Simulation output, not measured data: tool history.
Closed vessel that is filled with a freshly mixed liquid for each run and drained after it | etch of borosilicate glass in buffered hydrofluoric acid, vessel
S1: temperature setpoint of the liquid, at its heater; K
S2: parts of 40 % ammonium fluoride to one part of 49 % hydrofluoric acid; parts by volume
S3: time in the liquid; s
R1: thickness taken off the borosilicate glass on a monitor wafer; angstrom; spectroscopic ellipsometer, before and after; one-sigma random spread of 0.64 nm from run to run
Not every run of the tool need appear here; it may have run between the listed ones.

run	hour	S1	S2	S3	R1
1	0.0	295.15	11.0	90	894.10
2	4.3	293.65	11.0	90	830.45
3	11.2	292.65	11.5	90	745.59
4	17.3	294.65	11.5	90	832.30
5	24.3	294.65	11.5	95	883.74
6	30.1	294.65	11.5	95	875.24
7	39.1	293.15	12.0	95	777.22
8	41.9	292.15	12.0	95	732.12

Run 9 has not been measured yet. What should we expect?
9	48.7	291.65	12.0	95	?

Run 9 gave R1 722.93 angstrom.
